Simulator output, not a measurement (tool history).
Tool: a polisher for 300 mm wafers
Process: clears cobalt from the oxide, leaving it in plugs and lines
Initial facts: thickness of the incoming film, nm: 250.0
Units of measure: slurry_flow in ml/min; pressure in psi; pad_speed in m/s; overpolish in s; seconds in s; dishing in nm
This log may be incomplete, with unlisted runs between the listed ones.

{"run": 1, "hour": 0.0, "slurry_flow": 215, "pressure": 1.6, "pad_speed": 1.02, "overpolish": 17, "seconds": 67.868, "dishing": 43.477}
{"run": 2, "hour": 3.2, "slurry_flow": 215, "pressure": 1.6, "pad_speed": 1.02, "overpolish": 12, "seconds": 67.85, "dishing": 35.049}
{"run": 3, "hour": 4.5, "slurry_flow": 210, "pressure": 1.4, "pad_speed": 0.92, "overpolish": 13, "seconds": 85.477, "dishing": 30.001}
{"run": 4, "hour": 9.7, "slurry_flow": 210, "pressure": 1.7, "pad_speed": 0.92, "overpolish": 13, "seconds": 71.463, "dishing": 32.967}
{"run": 5, "hour": 11.3, "slurry_flow": 210, "pressure": 1.4, "pad_speed": 0.92, "overpolish": 13, "seconds": 87.608, "dishing": 29.184}
{"run": 6, "hour": 15.7, "slurry_flow": 210, "pressure": 1.4, "pad_speed": 0.72, "overpolish": 13, "seconds": 111.6, "dishing": 24.672}
{"run": 7, "hour": 18.1, "slurry_flow": 210, "pressure": 1.2, "pad_speed": 0.72, "overpolish": 15, "seconds": 126.81, "dishing": 25.686}
{"hour": 26.9, "done": "head pressure recalibrated"}
{"run": 8, "hour": 26.9, "slurry_flow": 205, "pressure": 0.7, "pad_speed": 0.66, "overpolish": 20, "seconds": 214.52, "dishing": 20.328}
{"run": 9, "hour": 35.1, "slurry_flow": 210, "pressure": 0.7, "pad_speed": 0.66, "overpolish": 21, "seconds": 215.51, "dishing": 22.769}

Run 10 is up next; what results do you expect?
{"run": 10, "hour": 41.5, "slurry_flow": 215, "pressure": 0.7, "pad_speed": 0.66, "overpolish": 21, "seconds": "?", "dishing": "?"}

{"run 10": {"seconds": 215.24, "dishing": 22.069}}
